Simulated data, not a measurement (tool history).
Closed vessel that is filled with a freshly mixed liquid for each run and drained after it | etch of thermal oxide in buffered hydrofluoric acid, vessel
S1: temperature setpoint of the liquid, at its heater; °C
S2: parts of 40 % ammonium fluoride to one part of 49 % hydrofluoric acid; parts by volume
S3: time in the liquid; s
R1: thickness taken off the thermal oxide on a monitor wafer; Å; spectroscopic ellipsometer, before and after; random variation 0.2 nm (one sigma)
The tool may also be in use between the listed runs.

| run | hour | S1 | S2 | S3 | R1 |
|---|---|---|---|---|---|
| 1 | 0.0 | 24.0 | 18.0 | 35 | 205.15 |
| 2 | 1.6 | 24.0 | 18.0 | 35 | 203.99 |
| 3 | 8.9 | 24.0 | 14.5 | 35 | 250.57 |
| 4 | 17.2 | 24.0 | 17.0 | 35 | 214.00 |
| 5 | 25.5 | 27.5 | 17.0 | 35 | 259.65 |
| 6 | 33.1 | 28.5 | 17.0 | 35 | 274.27 |
| 7 | 38.2 | 29.0 | 17.0 | 35 | 279.36 |

Run 8 comes next. What will it give?
| 8 | 47.1 | 29.5 | 17.0 | 35 | ? |

{"run 8": {"R1": 290.36}}
